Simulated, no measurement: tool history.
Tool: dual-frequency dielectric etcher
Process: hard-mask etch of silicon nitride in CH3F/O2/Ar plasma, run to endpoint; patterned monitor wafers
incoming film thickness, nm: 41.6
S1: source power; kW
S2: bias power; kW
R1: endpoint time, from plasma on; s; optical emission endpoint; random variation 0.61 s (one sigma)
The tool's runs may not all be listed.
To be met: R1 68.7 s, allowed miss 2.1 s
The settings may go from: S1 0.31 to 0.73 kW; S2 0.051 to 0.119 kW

run  hour    S1     S2      R1
  1     0  0.52  0.085  51.979
  2   4.1  0.52    0.1  48.673
  3    13  0.52  0.105  46.978
  4  18.2  0.47  0.094  52.838
  5  23.5  0.43   0.09   55.58
  6  25.4  0.51   0.09  51.492
  7  30.6  0.41  0.073  62.166
  8  33.8  0.39  0.072  63.305
  9  41.5  0.39  0.072  63.065
 10  46.9  0.39  0.072  63.621
 11  47.4  0.37  0.071  66.697

4 next moves are on the table. One of them brings every result within its allowed miss. Which?
  A  47.9  0.36  0.067   ?
  B  47.9  0.45  0.061   ?
  C  47.9  0.36  0.079   ?
  D  47.9  0.37  0.081   ?

move      R1
   A    69.6
   B  64.843
   C  64.718
   D   63.13
A: meets every target
B: further off than the last run
C: further off than the last run
D: further off than the last run
The right move is A.
